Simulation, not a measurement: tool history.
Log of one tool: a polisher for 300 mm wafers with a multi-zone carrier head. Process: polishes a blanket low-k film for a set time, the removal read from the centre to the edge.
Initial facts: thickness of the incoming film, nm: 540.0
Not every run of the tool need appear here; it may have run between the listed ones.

| run | hour | flow of slurry (ml/min) | pressure of the head's centre zone | pressure of the head's middle zone | pressure of the head's edge zone | abrasive content of the slurry | polishing time (s) | film removed at the wafer's centre (angstrom) | film removed at mid-radius (angstrom) | film removed at the wafer's edge (angstrom) |
|---|---|---|---|---|---|---|---|---|---|---|
| 1 | 0 | 250 | 1 | 1 | 1 | 1 | 58 | 369.84 | 363.52 | 372.93 |
| 2 | 7.4 | 250 | 1 | 1 | 0.97 | 1 | 58 | 374.33 | 365.27 | 362.53 |
| 3 | 10.4 | 250 | 1 | 1 | 0.97 | 1 | 47 | 301.14 | 290.76 | 298.33 |
| 4 | 17.9 | 250 | 1 | 1 | 0.97 | 0.9 | 47 | 293.13 | 287.41 | 286.59 |
| 5 | 22.4 | 250 | 1 | 1 | 0.97 | 0.9 | 36 | 221.36 | 220.54 | 221.21 |
| 6 | 29.9 | 260 | 0.98 | 1.05 | 1.02 | 1.05 | 36 | 225.25 | 241.54 | 237.99 |
| 7 | 34.7 | 265 | 0.97 | 1.07 | 1.05 | 1.2 | 37 | 241.51 | 254.44 | 254.41 |
| 8 | 36.8 | 265 | 0.94 | 1.1 | 1.07 | 1.3 | 39 | 250.86 | 285.46 | 279.85 |

Run 9 comes next. What will it give?
| 9 | 44.2 | 265 | 0.93 | 1.11 | 1.08 | 1.35 | 39 | ? | ? | ? |

Run 9 came out at film removed at the wafer's centre (angstrom) 250.78, film removed at mid-radius (angstrom) 291.29, film removed at the wafer's edge (angstrom) 285.32.

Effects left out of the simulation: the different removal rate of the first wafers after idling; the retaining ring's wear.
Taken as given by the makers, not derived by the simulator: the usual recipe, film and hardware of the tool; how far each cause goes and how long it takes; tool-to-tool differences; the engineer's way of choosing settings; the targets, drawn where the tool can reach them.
